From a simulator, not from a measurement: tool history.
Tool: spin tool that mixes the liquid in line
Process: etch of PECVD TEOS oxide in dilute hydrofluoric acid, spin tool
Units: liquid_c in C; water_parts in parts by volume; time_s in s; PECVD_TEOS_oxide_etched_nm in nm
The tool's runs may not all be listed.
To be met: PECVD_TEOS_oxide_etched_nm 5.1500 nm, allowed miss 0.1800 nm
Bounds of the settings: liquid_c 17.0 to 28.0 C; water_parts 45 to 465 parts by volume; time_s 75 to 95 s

run,hour,liquid_c,water_parts,time_s,PECVD_TEOS_oxide_etched_nm
1,0.0,20.0,255,95,3.7333
2,6.3,23.0,255,95,4.0880
3,7.3,23.0,255,95,4.1112
4,9.1,23.0,295,95,3.3800
5,12.9,23.0,295,95,3.4464
6,15.3,23.5,290,95,3.5416
7,17.8,24.0,285,95,3.6847
8,23.7,24.5,280,95,3.9333
9,28.4,25.0,275,95,4.1024

Which of these 4 next moves meets every target?
A,33.1,24.5,310,80,?
B,33.1,26.5,210,95,?
C,33.1,25.5,230,95,?
D,33.1,25.5,335,85,?

move,PECVD_TEOS_oxide_etched_nm
A,2.9074
B,6.0679
C,5.2299
D,2.8859
A: further off than the last run
B: takes the result that was furthest off past its target
C: meets every target
D: further off than the last run
The right move is C.
